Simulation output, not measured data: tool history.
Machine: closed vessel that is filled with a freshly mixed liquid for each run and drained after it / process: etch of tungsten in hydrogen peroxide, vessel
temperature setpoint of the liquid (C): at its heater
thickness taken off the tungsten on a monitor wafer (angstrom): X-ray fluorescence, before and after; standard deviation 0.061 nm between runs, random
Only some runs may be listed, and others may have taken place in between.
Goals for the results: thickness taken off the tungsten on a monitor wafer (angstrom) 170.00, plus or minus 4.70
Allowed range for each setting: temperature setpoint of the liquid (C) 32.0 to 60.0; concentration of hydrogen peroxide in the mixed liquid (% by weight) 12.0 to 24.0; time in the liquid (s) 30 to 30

run,hour,temperature setpoint of the liquid (C),concentration of hydrogen peroxide in the mixed liquid (% by weight),time in the liquid (s),thickness taken off the tungsten on a monitor wafer (angstrom)
1,0.0,44.0,16.0,30,272.00
2,7.4,43.0,16.0,30,254.43
3,16.3,42.0,16.0,30,239.36
4,20.8,42.0,16.0,30,237.95
5,23.0,41.0,16.0,30,223.58
6,30.6,41.0,16.0,30,224.64
7,39.5,40.5,16.0,30,216.32
8,45.8,36.0,16.0,30,160.09

Exactly one of the 5 candidate moves below puts every result within its allowed miss. Which one?
A,52.1,33.0,20.0,30,?
B,52.1,35.5,15.5,30,?
C,52.1,35.5,14.5,30,?
D,52.1,37.0,15.5,30,?
E,52.1,37.5,16.0,30,?

move,thickness taken off the tungsten on a monitor wafer (angstrom)
A,146.28
B,152.46
C,147.46
D,168.50
E,176.96
A: misses by more than the last run did
B: misses by more than the last run did
C: misses by more than the last run did
D: each result inside its tolerance
E: the result that was furthest off in the last run now lies on the other side of its target
Correct choice: D, which meets every target
